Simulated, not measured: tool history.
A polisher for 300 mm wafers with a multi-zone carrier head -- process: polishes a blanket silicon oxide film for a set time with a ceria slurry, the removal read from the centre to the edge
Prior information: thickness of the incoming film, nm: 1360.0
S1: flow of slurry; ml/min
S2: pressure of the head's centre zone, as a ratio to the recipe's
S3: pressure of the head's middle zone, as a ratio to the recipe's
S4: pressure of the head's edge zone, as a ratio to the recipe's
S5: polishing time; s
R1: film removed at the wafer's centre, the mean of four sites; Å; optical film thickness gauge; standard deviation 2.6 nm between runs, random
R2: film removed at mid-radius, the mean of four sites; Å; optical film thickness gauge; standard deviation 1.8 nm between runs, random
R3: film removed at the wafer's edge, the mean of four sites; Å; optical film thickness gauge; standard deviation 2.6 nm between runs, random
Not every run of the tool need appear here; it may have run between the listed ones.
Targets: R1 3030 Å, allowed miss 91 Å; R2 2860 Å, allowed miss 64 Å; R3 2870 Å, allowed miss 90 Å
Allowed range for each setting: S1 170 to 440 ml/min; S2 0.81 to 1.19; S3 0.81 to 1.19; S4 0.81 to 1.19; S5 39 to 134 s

run 1 hour=0 | S1=280 S2=1 S3=1 S4=1 S5=86 | R1=2096 R2=2137.1 R3=2131.5
run 2 hour=1 | S1=280 S2=1 S3=1.08 S4=1 S5=86 | R1=2139.8 R2=2260.7 R3=2134
run 3 hour=8.7 | S1=295 S2=1.03 S3=1.09 S4=1.05 S5=91 | R1=2349.8 R2=2420.4 R3=2314
run 4 hour=15 | S1=300 S2=1.05 S3=1.09 S4=1.08 S5=95 | R1=2442.2 R2=2499 R3=2442.9
run 5 hour=20.4 | S1=310 S2=1.08 S3=1.1 S4=1.1 S5=98 | R1=2625.5 R2=2592 R3=2546.9
run 6 hour=28.6 | S1=320 S2=1.1 S3=1.11 S4=1.12 S5=100 | R1=2708.4 R2=2692.1 R3=2645
run 7 hour=29.4 | S1=330 S2=1.12 S3=1.12 S4=1.14 S5=101 | R1=2834.8 R2=2773.2 R3=2734.9
run 8 hour=34.3 | S1=345 S2=1.13 S3=1.12 S4=1.15 S5=101 | R1=2851.8 R2=2748.5 R3=2719.6

Below are 5 possible settings for the next run. Only one of them brings all results inside the allowed miss of their targets. Which is it?
run A hour=39.2 | S1=360 S2=1.07 S3=1.19 S4=1.08 S5=98 | R1=? R2=? R3=?
run B hour=39.2 | S1=245 S2=0.96 S3=0.94 S4=1.19 S5=113 | R1=? R2=? R3=?
run C hour=39.2 | S1=355 S2=1.17 S3=1.19 S4=1.02 S5=100 | R1=? R2=? R3=?
run D hour=39.2 | S1=220 S2=0.95 S3=1.01 S4=1.19 S5=113 | R1=? R2=? R3=?
run E hour=39.2 | S1=385 S2=1.15 S3=1.13 S4=1.19 S5=103 | R1=? R2=? R3=?

move=A R1=2651.2 R2=2824 R3=2581.8
move=B R1=2613.3 R2=2636.4 R3=3039.1
move=C R1=2956 R2=2876.8 R3=2558.7
move=D R1=2542.7 R2=2730.4 R3=3001.5
move=E R1=3013.6 R2=2871.1 R3=2866.3
A: misses by more than the last run did
B: misses by more than the last run did
C: puts the biggest miss on target and leaves a different result outside tolerance
D: misses by more than the last run did
E: all results land within tolerance of their targets
The move that meets every target is E.
